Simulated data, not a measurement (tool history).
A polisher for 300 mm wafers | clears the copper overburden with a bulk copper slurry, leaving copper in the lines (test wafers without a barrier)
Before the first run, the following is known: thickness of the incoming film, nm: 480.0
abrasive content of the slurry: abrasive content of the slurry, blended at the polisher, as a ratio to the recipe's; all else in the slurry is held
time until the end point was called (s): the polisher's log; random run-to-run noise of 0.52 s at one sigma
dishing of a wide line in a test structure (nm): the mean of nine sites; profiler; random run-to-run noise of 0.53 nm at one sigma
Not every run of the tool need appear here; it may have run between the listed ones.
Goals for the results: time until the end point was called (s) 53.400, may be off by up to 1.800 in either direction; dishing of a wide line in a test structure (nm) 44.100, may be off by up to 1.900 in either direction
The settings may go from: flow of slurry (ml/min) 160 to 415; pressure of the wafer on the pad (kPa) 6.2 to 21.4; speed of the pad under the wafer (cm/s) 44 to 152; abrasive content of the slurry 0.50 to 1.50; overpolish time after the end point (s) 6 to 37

run,hour,flow of slurry (ml/min),pressure of the wafer on the pad (kPa),speed of the pad under the wafer (cm/s),abrasive content of the slurry,overpolish time after the end point (s),time until the end point was called (s),dishing of a wide line in a test structure (nm)
1,0.0,265,13.8,98,1.00,19,91.682,54.886
2,0.6,265,13.8,98,1.20,19,85.082,57.800
3,8.2,265,13.8,98,1.05,19,88.243,54.654
4,10.1,275,15.9,106,0.85,15,76.645,52.352
5,17.8,275,15.9,94,0.85,15,84.724,50.186
6,20.1,275,14.5,94,0.85,15,94.032,46.290
7,26.4,250,15.9,108,0.75,12,79.710,42.444
# hour 28.3: head pressure recalibrated
8,28.3,255,17.2,114,0.70,10,65.946,44.401
9,36.3,255,17.2,114,0.70,10,65.429,44.554
10,42.1,265,17.9,116,0.65,9,63.845,42.591
11,45.4,265,18.6,116,0.65,8,61.944,39.700
12,48.1,265,19.3,116,0.65,8,60.788,40.330

Exercise: of the 5 proposed moves below, exactly one satisfies all targets within the stated allowed misses. Which move is it?
A,50.8,240,19.3,144,0.55,8,?,?
B,50.8,265,21.4,114,0.70,9,?,?
C,50.8,170,17.2,112,0.60,11,?,?
D,50.8,255,21.4,138,0.60,6,?,?
E,50.8,200,19.3,114,0.75,9,?,?

move,time until the end point was called (s),dishing of a wide line in a test structure (nm)
A,54.153,44.171
B,53.972,48.960
C,74.244,43.908
D,48.972,38.142
E,59.982,44.721
A: hits every target within its allowed miss
B: the worst result of the last run now meets its target, but another is out of spec
C: moves away from the targets compared with the last run
D: moves the result that the last run missed by most past its target, out the other side
E: nearer than the last run, and not there yet
The move that meets every target is A.

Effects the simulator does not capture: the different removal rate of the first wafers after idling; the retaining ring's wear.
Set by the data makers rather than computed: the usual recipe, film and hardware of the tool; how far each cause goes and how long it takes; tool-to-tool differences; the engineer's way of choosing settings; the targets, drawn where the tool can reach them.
